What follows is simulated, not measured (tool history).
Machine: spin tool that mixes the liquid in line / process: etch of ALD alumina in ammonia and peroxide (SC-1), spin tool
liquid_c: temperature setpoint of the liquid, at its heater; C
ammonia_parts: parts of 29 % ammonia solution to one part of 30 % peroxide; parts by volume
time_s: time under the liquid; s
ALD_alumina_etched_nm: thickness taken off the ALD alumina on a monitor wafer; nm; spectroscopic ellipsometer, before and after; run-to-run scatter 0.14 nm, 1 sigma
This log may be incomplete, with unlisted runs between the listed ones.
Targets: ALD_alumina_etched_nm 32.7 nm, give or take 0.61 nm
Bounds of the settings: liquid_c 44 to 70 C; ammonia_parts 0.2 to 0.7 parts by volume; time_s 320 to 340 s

run	hour	liquid_c	ammonia_parts	time_s	ALD_alumina_etched_nm
1	0	60	0.4	320	20.657
2	1.6	60	0.5	320	20.92
3	3.7	60	0.5	340	22.223
4	10	60	0.6	340	22.81
# hour 17.2: new drum of ammonia solution connected
5	17.2	60	0.6	340	23.025
6	24.5	61.5	0.6	340	24.869
7	33	63	0.6	340	26.821
8	40.3	64	0.6	340	27.974

Below are 5 possible settings for the next run. Only one of them brings all results inside the allowed miss of their targets. Which is it?
A	47.6	66.5	0.45	340	?
B	47.6	68	0.7	320	?
C	47.6	61	0.5	320	?
D	47.6	69	0.45	340	?
E	47.6	66	0.6	340	?

move	ALD_alumina_etched_nm
A	31.349
B	33.097
C	22.628
D	35.409
E	31.427
A: gains on the last run, yet a result remains outside its allowed miss
B: all results in spec
C: the biggest miss grows against the last run
D: moves the result that the last run missed by most past its target, out the other side
E: gains on the last run, yet a result remains outside its allowed miss
B is the move that brings every result within its allowed miss.
